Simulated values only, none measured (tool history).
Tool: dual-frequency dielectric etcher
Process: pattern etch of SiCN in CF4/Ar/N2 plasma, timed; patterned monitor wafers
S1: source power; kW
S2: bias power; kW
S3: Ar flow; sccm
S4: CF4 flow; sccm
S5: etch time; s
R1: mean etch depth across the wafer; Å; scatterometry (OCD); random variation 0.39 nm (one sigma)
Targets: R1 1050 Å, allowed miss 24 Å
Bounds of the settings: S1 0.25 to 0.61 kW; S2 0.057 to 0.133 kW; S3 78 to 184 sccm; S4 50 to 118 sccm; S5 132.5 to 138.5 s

run	hour	S1	S2	S3	S4	S5	R1
1	0	0.43	0.095	131	84	132.5	1221.9
2	8.3	0.42	0.095	131	84	132.5	1193.4
3	15.8	0.42	0.095	131	73	132.5	1159
4	18	0.42	0.095	131	60	132.5	1127.6
5	19	0.41	0.095	131	60	132.5	1104.7
6	27.5	0.41	0.102	131	60	132.5	1134.1
7	35.6	0.4	0.102	131	60	132.5	1099.6
8	42.8	0.39	0.102	131	60	132.5	1080.8

Which of these 5 next moves meets every target?
A	50	0.37	0.101	120	54	137	?
B	50	0.38	0.104	123	57	138.5	?
C	50	0.36	0.108	122	52	132.5	?
D	50	0.38	0.099	130	51	132.5	?
E	50	0.36	0.093	93	72	132.5	?

move	R1
A	1041.6
B	1104.8
C	1001.7
D	1008.8
E	1009.4
A: meets every target
B: further off than the last run
C: takes the result that was furthest off past its target
D: takes the result that was furthest off past its target
E: takes the result that was furthest off past its target
Move A is the one to make.
